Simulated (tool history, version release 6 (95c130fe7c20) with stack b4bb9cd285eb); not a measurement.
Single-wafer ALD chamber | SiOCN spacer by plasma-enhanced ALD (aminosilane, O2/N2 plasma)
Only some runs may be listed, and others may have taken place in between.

| run | day | heater temperature setpoint (K) | number of ALD cycles (cycles) | mean film thickness on the monitor wafer (nm) |
|---|---|---|---|---|
| 1 | 0.000 | 658.15 | 111 | 6.6389 |
| 2 | 0.308 | 647.15 | 111 | 6.6501 |
| 3 | 0.417 | 640.15 | 111 | 6.5843 |
| 4 | 0.608 | 640.15 | 99 | 5.9113 |
| 5 | 0.712 | 640.15 | 102 | 6.0818 |
| 6 | 1.021 | 640.15 | 104 | 6.2000 |
| 7 | 1.200 | 640.15 | 106 | 6.3244 |
| 8 | 1.462 | 640.15 | 108 | 6.4436 |
| 9 | 1.721 | 640.15 | 110 | 6.5763 |
| 10 | 1.792 | 640.15 | 111 | 6.6180 |

What will run 11 give?
| 11 | 1.854 | 640.15 | 112 | ? |

{"run 11": {"mean film thickness on the monitor wafer (nm)": 6.6632}}
